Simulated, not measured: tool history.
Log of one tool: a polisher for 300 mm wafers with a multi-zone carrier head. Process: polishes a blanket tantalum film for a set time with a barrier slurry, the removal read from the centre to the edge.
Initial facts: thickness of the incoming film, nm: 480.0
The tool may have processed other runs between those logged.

run,day,flow of slurry (ml/min),pressure of the head's centre zone,pressure of the head's middle zone,pressure of the head's edge zone,abrasive content of the slurry,polishing time (s),film removed at the wafer's centre (angstrom),film removed at mid-radius (angstrom),film removed at the wafer's edge (angstrom)
1,0,180,1,1,1,1,85,767.47,746.44,796.26
2,0.171,180,1.05,1,1,1,85,808.61,742.86,785.48
3,0.279,180,1.05,1,1,1,69,651.7,608.36,641.21
4,0.312,180,1.05,1,1,1,52,490.94,452.05,482.2
5,0.533,185,1.03,1.02,1.02,1.05,54,513.15,492.36,513.2
6,0.65,185,1.07,1.02,1.02,1.05,54,525.75,495.04,523.79
7,0.954,135,0.97,1.12,1.12,1.3,78,689.85,762.29,793.86

What does the tool deliver on the next run?
8,1.308,135,0.96,1.12,1.12,1.3,78,?,?,?

film removed at the wafer's centre (angstrom): 697.5
film removed at mid-radius (angstrom): 757.56
film removed at the wafer's edge (angstrom): 791.85
